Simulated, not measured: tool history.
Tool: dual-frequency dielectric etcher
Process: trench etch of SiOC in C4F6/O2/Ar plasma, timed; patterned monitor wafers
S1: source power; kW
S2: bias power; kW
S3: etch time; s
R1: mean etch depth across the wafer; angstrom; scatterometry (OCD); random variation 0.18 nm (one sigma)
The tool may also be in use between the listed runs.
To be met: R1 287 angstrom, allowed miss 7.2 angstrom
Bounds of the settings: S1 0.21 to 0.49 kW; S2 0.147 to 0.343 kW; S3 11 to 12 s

run 1 hour=0 | S1=0.35 S2=0.245 S3=12 | R1=257.33
run 2 hour=8.9 | S1=0.38 S2=0.245 S3=12 | R1=261.15
run 3 hour=11.3 | S1=0.33 S2=0.245 S3=12 | R1=253.7
run 4 hour=18.8 | S1=0.36 S2=0.259 S3=12 | R1=260.5
run 5 hour=26.6 | S1=0.36 S2=0.259 S3=11 | R1=239.52
run 6 hour=27.4 | S1=0.4 S2=0.272 S3=11.5 | R1=263.55
run 7 hour=29.1 | S1=0.42 S2=0.28 S3=11.5 | R1=265.5
run 8 hour=37.9 | S1=0.45 S2=0.321 S3=12 | R1=296.88

Which of these 5 next moves meets every target?
run A hour=46.7 | S1=0.47 S2=0.343 S3=12 | R1=?
run B hour=46.7 | S1=0.49 S2=0.327 S3=12 | R1=?
run C hour=46.7 | S1=0.34 S2=0.307 S3=12 | R1=?
run D hour=46.7 | S1=0.43 S2=0.302 S3=12 | R1=?
run E hour=46.7 | S1=0.45 S2=0.318 S3=11 | R1=?

move=A R1=304.84
move=B R1=304.66
move=C R1=269.98
move=D R1=287.11
move=E R1=270.33
A: further off than the last run
B: further off than the last run
C: takes the result that was furthest off past its target
D: meets every target
E: takes the result that was furthest off past its target
Answer: D

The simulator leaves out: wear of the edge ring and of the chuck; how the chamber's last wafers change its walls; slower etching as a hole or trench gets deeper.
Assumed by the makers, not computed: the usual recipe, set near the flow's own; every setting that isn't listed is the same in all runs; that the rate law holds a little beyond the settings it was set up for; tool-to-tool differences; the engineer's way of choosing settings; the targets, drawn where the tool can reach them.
